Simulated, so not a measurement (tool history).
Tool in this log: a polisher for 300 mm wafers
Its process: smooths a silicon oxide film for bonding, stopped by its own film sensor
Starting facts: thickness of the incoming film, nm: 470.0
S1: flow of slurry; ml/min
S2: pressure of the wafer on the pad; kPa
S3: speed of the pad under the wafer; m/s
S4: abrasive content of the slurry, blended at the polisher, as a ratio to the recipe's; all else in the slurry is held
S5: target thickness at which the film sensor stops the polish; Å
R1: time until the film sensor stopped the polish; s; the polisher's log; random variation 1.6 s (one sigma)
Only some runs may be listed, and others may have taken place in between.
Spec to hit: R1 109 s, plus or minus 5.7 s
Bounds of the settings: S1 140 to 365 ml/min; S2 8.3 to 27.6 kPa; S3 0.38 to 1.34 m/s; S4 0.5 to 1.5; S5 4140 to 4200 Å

run	day	S1	S2	S3	S4	S5	R1
1	0	235	17.9	0.86	1	4140	67.809
2	0.092	235	15.9	0.84	1	4140	77.624
3	0.217	235	20	0.84	1	4140	62.221
4	0.35	235	20	0.84	1	4140	63.441
5	0.5	180	20	0.84	1	4140	65.679
6	0.838	180	17.2	0.84	1	4140	72.506
7	0.925	180	15.2	0.82	1	4140	85.267
8	1.254	180	14.5	0.82	1	4140	86.779
9	1.275	180	13.8	0.82	1	4140	92.732
10	1.367	180	13.1	0.82	1	4140	94.09
11	1.712	180	9.7	0.8	1	4140	127.45
12	1.75	180	10.3	0.8	1	4140	117.96

4 candidate next runs follow, results not yet known. Just one meets every target within its allowed miss. Identify it.
A	1.788	175	11	0.76	0.95	4200	?
B	1.788	205	12.4	0.68	0.7	4140	?
C	1.788	145	8.3	1.14	1.05	4200	?
D	1.788	160	9	0.72	1	4200	?

move	R1
A	105.88
B	126.27
C	95.743
D	130.28
A: all results land within tolerance of their targets
B: misses by more than the last run did
C: takes the result that was furthest off past its target
D: misses by more than the last run did
A meets every target.

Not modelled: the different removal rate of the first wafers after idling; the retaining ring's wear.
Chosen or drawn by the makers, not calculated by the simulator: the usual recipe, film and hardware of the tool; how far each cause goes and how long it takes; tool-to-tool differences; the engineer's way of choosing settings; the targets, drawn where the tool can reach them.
